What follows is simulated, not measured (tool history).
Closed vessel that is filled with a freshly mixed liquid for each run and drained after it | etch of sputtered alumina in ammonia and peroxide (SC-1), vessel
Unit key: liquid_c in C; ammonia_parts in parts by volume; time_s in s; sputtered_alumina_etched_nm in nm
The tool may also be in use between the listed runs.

{"run": 1, "hour": 0.0, "liquid_c": 55.0, "ammonia_parts": 0.95, "time_s": 235, "sputtered_alumina_etched_nm": 22.473}
{"run": 2, "hour": 5.2, "liquid_c": 61.0, "ammonia_parts": 0.95, "time_s": 235, "sputtered_alumina_etched_nm": 30.655}
{"run": 3, "hour": 9.0, "liquid_c": 61.0, "ammonia_parts": 0.95, "time_s": 250, "sputtered_alumina_etched_nm": 32.871}
{"run": 4, "hour": 14.8, "liquid_c": 61.0, "ammonia_parts": 0.95, "time_s": 235, "sputtered_alumina_etched_nm": 30.552}
{"run": 5, "hour": 22.3, "liquid_c": 59.0, "ammonia_parts": 0.95, "time_s": 235, "sputtered_alumina_etched_nm": 27.563}
{"run": 6, "hour": 24.5, "liquid_c": 59.0, "ammonia_parts": 0.95, "time_s": 250, "sputtered_alumina_etched_nm": 29.471}
{"run": 7, "hour": 31.4, "liquid_c": 57.0, "ammonia_parts": 0.95, "time_s": 250, "sputtered_alumina_etched_nm": 26.63}
{"run": 8, "hour": 35.8, "liquid_c": 55.5, "ammonia_parts": 0.95, "time_s": 250, "sputtered_alumina_etched_nm": 24.525}

Run 9 is up next; what results do you expect?
{"run": 9, "hour": 43.8, "liquid_c": 49.5, "ammonia_parts": 0.95, "time_s": 250, "sputtered_alumina_etched_nm": "?"}

sputtered_alumina_etched_nm: 17.898 nm

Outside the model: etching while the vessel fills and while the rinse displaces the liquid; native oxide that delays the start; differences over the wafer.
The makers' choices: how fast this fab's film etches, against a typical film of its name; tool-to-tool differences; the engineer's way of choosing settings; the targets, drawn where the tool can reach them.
